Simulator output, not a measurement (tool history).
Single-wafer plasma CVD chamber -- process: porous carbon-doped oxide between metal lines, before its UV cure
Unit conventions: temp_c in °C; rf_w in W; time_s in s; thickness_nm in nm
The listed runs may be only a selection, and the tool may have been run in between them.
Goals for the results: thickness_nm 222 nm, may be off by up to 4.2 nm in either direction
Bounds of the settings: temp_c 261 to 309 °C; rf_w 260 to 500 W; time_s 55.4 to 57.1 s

| run | hour | temp_c | rf_w | time_s | thickness_nm |
|---|---|---|---|---|---|
| 1 | 0 | 285 | 380 | 55.4 | 260.2 |
| 2 | 2 | 285 | 380 | 55.4 | 260.23 |
| 3 | 3.2 | 285 | 380 | 57.1 | 264.95 |
| 4 | 5.1 | 285 | 380 | 57.1 | 267.37 |
| 5 | 7.8 | 288 | 375 | 57.1 | 257.9 |
| 6 | 14.2 | 291 | 375 | 57.1 | 255.21 |
| 7 | 18.3 | 293 | 370 | 57.1 | 246.83 |
| 8 | 23 | 295 | 370 | 57.1 | 244.52 |
| 9 | 26.8 | 297 | 370 | 57.1 | 241.95 |
| 10 | 35.1 | 299 | 370 | 57.1 | 237.72 |
| 11 | 42 | 300 | 370 | 57.1 | 236.96 |
| 12 | 48.6 | 301 | 370 | 57.1 | 234.91 |
| 13 | 51.4 | 302 | 370 | 57.1 | 231.82 |
| 14 | 53 | 303 | 370 | 57.1 | 232.75 |
| 15 | 56.1 | 304 | 370 | 57.1 | 229.41 |
| 16 | 57.3 | 305 | 370 | 57.1 | 229.12 |

Consider the 4 candidate settings below. Which is the only one whose results all fall within their allowed miss of target?
| A | 58.5 | 309 | 355 | 56.3 | ? |
| B | 58.5 | 307 | 355 | 55.4 | ? |
| C | 58.5 | 308 | 350 | 56.3 | ? |
| D | 58.5 | 309 | 375 | 56.1 | ? |

| move | thickness_nm |
|---|---|
| A | 209.56 |
| B | 208.76 |
| C | 207.86 |
| D | 220.45 |
A: pushes the last run's worst result past its target
B: pushes the last run's worst result past its target
C: pushes the last run's worst result past its target
D: meets every target
Move D is the one to make.

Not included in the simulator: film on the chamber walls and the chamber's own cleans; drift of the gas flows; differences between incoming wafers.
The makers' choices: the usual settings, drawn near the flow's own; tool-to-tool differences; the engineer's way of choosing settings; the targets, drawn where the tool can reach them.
